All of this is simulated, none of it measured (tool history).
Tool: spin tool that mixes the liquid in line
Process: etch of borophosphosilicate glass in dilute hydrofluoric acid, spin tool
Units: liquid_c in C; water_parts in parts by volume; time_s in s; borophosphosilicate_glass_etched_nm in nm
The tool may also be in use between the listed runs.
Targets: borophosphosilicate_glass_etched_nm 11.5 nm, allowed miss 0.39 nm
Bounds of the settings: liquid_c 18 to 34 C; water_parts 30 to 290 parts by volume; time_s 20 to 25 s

run,hour,liquid_c,water_parts,time_s,borophosphosilicate_glass_etched_nm
1,0,26,160,25,5.1077
2,8.9,29,160,25,5.6572
3,13.9,29,205,25,4.2419
4,22.1,25.5,205,25,3.6714
5,24.5,27.5,175,25,4.8453
6,28.7,29,150,25,6.1267
7,34.5,33,85,25,13.879
8,37.2,32,85,25,13.314
9,39.4,31.5,85,25,13.189
10,43.4,31,85,25,12.912
11,51.5,30.5,85,25,12.518
12,60.1,30,85,25,12.36

Which of these 4 next moves meets every target?
A,68.7,32,90,25,?
B,68.7,30.5,85,25,?
C,68.7,28.5,85,25,?
D,68.7,30.5,70,20,?

move,borophosphosilicate_glass_etched_nm
A,12.521
B,12.617
C,11.681
D,12.526
A: further off than the last run
B: further off than the last run
C: meets every target
D: further off than the last run
The right move is C.
